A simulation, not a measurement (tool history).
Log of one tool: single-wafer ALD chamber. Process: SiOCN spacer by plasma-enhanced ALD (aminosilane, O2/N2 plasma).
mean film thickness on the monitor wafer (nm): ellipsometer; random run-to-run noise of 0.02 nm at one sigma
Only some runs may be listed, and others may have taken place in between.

run	hour	heater temperature setpoint (deg C)	number of ALD cycles (cycles)	mean film thickness on the monitor wafer (nm)
1	0	385	114	6.9569
2	9.2	385	105	6.4522
3	13.6	378	105	6.4008
4	20.3	378	108	6.616
5	27.5	378	111	6.7846
6	29.1	378	113	6.9096
7	32.5	378	115	7.0586

Run 8, settings as shown, results not yet in. Your forecast:
8	40.2	378	117	?

mean film thickness on the monitor wafer (nm): 7.1494

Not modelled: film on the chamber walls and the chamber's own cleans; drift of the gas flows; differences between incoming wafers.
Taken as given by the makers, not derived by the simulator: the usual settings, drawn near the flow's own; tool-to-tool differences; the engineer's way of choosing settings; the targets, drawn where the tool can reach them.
